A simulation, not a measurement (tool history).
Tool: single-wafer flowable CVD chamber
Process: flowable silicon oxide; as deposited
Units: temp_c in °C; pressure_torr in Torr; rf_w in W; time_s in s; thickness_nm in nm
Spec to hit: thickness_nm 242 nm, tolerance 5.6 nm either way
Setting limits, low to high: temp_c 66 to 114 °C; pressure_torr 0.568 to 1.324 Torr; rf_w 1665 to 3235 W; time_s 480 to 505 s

| run | hour | temp_c | pressure_torr | rf_w | time_s | thickness_nm |
|---|---|---|---|---|---|---|
| 1 | 0 | 90 | 0.946 | 2450 | 505 | 545.59 |
| 2 | 7.3 | 92 | 0.941 | 2450 | 505 | 500.54 |
| 3 | 15.3 | 92 | 0.941 | 2450 | 480 | 480.78 |
| 4 | 17 | 92 | 1.007 | 2450 | 480 | 509.33 |
| 5 | 20.2 | 92 | 1.095 | 2450 | 480 | 551.35 |
| 6 | 26.8 | 94 | 1.084 | 2445 | 480 | 511.34 |
| 7 | 32.8 | 96 | 1.076 | 2445 | 480 | 476.67 |
| 8 | 35.5 | 98 | 1.067 | 2445 | 480 | 441.1 |
| 9 | 39.5 | 100 | 1.06 | 2445 | 480 | 408.21 |
| 10 | 42 | 101 | 1.055 | 2445 | 480 | 394.82 |
| 11 | 48.4 | 102 | 1.049 | 2445 | 480 | 377.06 |
| 12 | 51.1 | 103 | 1.045 | 2445 | 480 | 362.64 |
| 13 | 52.3 | 104 | 1.042 | 2445 | 480 | 350.05 |
| 14 | 58.6 | 105 | 1.039 | 2445 | 480 | 336.77 |
| 15 | 63.1 | 106 | 1.037 | 2445 | 480 | 326.56 |
| 16 | 71.5 | 107 | 1.034 | 2445 | 480 | 314.63 |
| 17 | 75.5 | 108 | 1.031 | 2445 | 480 | 302.35 |
| 18 | 83.2 | 109 | 1.029 | 2445 | 480 | 291.17 |
| 19 | 84.5 | 110 | 1.028 | 2445 | 480 | 281.57 |

Next run, 5 choices. One meets every target within its allowed miss, the rest don't. Which?
| A | 85.8 | 110 | 1.054 | 2660 | 504 | ? |
| B | 85.8 | 114 | 0.998 | 2545 | 485 | ? |
| C | 85.8 | 106 | 0.953 | 2180 | 495 | ? |
| D | 85.8 | 106 | 1.021 | 3145 | 483 | ? |
| E | 85.8 | 113 | 1.235 | 2075 | 480 | ? |

| move | thickness_nm |
|---|---|
| A | 306.85 |
| B | 244.35 |
| C | 301.11 |
| D | 332.05 |
| E | 291.79 |
A: further off than the last run
B: each result inside its tolerance
C: further off than the last run
D: further off than the last run
E: further off than the last run
B meets every target.
